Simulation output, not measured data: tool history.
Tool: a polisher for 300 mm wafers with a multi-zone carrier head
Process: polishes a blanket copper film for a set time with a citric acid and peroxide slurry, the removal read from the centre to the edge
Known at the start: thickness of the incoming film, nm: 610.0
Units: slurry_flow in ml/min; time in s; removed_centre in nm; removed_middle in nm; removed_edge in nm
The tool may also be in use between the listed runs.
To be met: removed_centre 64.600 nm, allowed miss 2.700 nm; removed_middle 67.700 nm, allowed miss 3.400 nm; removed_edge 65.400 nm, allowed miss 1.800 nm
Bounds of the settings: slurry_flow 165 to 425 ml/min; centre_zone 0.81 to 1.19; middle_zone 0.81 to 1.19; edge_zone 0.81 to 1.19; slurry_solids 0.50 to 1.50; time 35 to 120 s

run  hour  slurry_flow  centre_zone  middle_zone  edge_zone  slurry_solids  time  removed_centre  removed_middle  removed_edge
  1   0.0          275         1.00         1.00       1.00           1.00    77         103.960         104.660       101.100
  2   1.0          275         0.96         1.00       1.00           1.00    77          99.528         103.050       101.940
  3   5.6          310         0.96         1.00       1.00           1.00    77         101.450         103.950       101.420
  4   9.0          310         0.96         1.00       1.04           1.00    77          99.544         103.430       105.220
  5  11.6          310         0.96         1.00       1.04           1.00    92         117.600         127.770       124.540
  6  16.8          310         0.96         1.00       1.04           1.00   109         138.950         149.020       146.900
  7  17.6          305         0.93         0.99       0.99           0.85    94         116.250         124.030       122.510
  8  21.3          300         0.91         1.00       0.96           0.80    80          95.645         102.700       101.710
  9  29.4          300         0.91         1.01       0.93           0.75    72          84.479          92.710        88.689
 10  34.6          300         0.91         1.00       0.91           0.70    67          78.370          88.519        80.385
 11  38.1          290         0.91         0.95       0.91           0.65    64          73.794          76.269        77.614
 12  40.0          290         0.91         0.95       0.89           0.60    62          72.131          74.565        72.345
 13  48.4          285         0.90         0.94       0.87           0.55    61          69.045          73.485        70.123
 14  49.5          270         0.90         0.88       0.82           0.50    57          63.788          63.950        63.352
 15  54.5          275         0.90         0.89       0.83           0.50    57          64.226          65.235        62.774
 16  58.0          280         0.90         0.90       0.84           0.50    57          62.607          65.251        63.649
 17  62.1          280         0.90         0.90       0.84           0.50    57          62.037          63.322        64.056

5 next moves are on the table. One of them brings every result within its allowed miss. Which?
  A  66.2          255         0.84         0.99       0.81           0.50    57               ?               ?             ?
  B  66.2          270         0.91         0.95       0.87           0.55    57               ?               ?             ?
  C  66.2          255         0.90         0.89       0.84           0.55    54               ?               ?             ?
  D  66.2          295         0.98         0.83       0.85           0.65    54               ?               ?             ?
  E  66.2          345         0.94         0.81       0.88           0.55    54               ?               ?             ?

move  removed_centre  removed_middle  removed_edge
   A          58.937          68.706        63.055
   B          64.830          67.442        65.893
   C          60.415          60.465        61.334
   D          67.874          59.023        63.383
   E          64.664          57.522        63.707
A: brings the result that was furthest off to its target, and leaves another outside
B: meets every target
C: further off than the last run
D: further off than the last run
E: further off than the last run
The right move is B.

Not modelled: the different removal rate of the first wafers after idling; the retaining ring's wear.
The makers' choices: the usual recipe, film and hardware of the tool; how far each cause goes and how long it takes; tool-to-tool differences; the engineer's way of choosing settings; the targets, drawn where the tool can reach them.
